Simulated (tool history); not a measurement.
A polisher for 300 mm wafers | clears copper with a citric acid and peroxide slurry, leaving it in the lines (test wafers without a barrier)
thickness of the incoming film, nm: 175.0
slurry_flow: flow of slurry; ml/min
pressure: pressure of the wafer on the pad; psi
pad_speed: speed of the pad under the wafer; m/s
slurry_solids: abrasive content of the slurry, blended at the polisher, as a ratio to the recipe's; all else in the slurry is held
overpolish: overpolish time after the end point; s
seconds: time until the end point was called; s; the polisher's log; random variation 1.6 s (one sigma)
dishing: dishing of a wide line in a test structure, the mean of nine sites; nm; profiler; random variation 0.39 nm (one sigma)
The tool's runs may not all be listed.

run    day  slurry_flow  pressure  pad_speed  slurry_solids  overpolish  seconds  dishing
  1      0          280         2       1.06              1          25   124.02   26.489
  2  0.179          280         2       1.06              1          31   123.96   31.376
  3  0.354          280       1.9       1.06              1          33   128.62   31.952
  4  0.475          280       2.2       1.06              1          33   117.59   35.013
  5  0.775          280       2.2       1.28              1          33   100.78   40.848
  6    0.8          275       1.9       1.26              1          35   109.31   38.275
  7  1.033          275       1.7        1.2              1          37   122.51   36.734
  8  1.146          275       1.5       1.18              1          38      137   34.096
  9  1.246          265         1       1.16              1          42    176.9   28.777
 10   1.55          270         1       1.16              1          42   180.21   28.314

The next listed run, before its measurement:
     1.917  -- head pressure recalibrated
 11  1.917          270       1.1       1.16              1          42        ?        ?

Run 11 gave seconds 182.18 s, dishing 28.06 nm.

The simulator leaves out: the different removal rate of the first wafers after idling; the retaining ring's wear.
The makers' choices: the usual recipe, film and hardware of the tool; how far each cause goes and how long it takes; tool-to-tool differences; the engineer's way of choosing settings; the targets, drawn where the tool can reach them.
